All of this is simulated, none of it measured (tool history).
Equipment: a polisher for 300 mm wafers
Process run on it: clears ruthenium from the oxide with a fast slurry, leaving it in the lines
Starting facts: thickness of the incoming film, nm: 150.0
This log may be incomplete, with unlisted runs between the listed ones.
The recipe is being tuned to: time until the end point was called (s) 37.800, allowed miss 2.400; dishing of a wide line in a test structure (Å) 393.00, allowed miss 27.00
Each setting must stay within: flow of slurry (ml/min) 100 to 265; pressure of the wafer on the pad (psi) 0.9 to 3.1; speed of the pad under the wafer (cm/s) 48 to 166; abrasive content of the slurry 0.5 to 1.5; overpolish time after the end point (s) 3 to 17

run	hour	flow of slurry (ml/min)	pressure of the wafer on the pad (psi)	speed of the pad under the wafer (cm/s)	abrasive content of the slurry	overpolish time after the end point (s)	time until the end point was called (s)	dishing of a wide line in a test structure (Å)
1	0.0	170	2.0	106	1.0	9	47.360	224.47
2	5.0	170	2.1	106	1.0	9	46.595	240.65
3	7.1	170	1.8	106	1.0	9	50.284	213.27
4	14.9	170	1.8	106	1.2	9	46.571	228.23
5	15.4	170	1.9	106	1.2	9	45.933	234.37
6	16.4	140	1.9	106	1.2	9	47.546	229.75
7	22.5	140	2.0	106	1.2	9	44.119	238.59
8	29.8	140	2.2	106	1.2	11	40.624	318.16
9	30.8	140	2.3	106	1.2	12	40.019	347.05
10	37.0	140	2.4	106	1.2	12	38.680	365.78

Which of these 4 next moves meets every target?
A	43.2	105	3.0	92	1.2	11	?	?
B	43.2	165	2.6	86	1.4	12	?	?
C	43.2	145	2.5	106	1.2	13	?	?
D	43.2	170	2.1	106	1.3	12	?	?

move	time until the end point was called (s)	dishing of a wide line in a test structure (Å)
A	37.798	336.93
B	40.832	339.86
C	37.161	395.90
D	41.120	337.75
A: moves away from the targets compared with the last run
B: moves away from the targets compared with the last run
C: every result lands within tolerance
D: moves away from the targets compared with the last run
The move that meets every target is C.
